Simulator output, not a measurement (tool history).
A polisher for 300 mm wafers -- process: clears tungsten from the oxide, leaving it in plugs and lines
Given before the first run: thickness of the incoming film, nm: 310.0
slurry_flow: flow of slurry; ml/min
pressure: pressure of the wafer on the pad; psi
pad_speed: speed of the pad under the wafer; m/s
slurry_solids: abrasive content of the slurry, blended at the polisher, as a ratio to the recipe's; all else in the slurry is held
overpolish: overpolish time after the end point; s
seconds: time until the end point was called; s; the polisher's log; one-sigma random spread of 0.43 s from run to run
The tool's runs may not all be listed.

| run | hour | slurry_flow | pressure | pad_speed | slurry_solids | overpolish | seconds |
|---|---|---|---|---|---|---|---|
| 1 | 0.0 | 280 | 2.5 | 1.14 | 1.00 | 17 | 86.723 |
| 2 | 6.3 | 280 | 2.0 | 1.14 | 1.00 | 17 | 107.190 |
| 3 | 7.4 | 280 | 2.0 | 1.14 | 1.00 | 18 | 109.920 |
| 4 | 11.8 | 235 | 2.0 | 1.14 | 1.00 | 18 | 110.370 |
| 5 | 18.3 | 235 | 2.0 | 1.14 | 1.15 | 18 | 106.870 |
| 6 | 20.6 | 235 | 2.0 | 1.14 | 1.30 | 18 | 102.870 |

Predict the results of run 7:
| 7 | 27.7 | 240 | 2.6 | 1.14 | 1.30 | 18 | ? |

{"run 7": {"seconds": 79.882}}
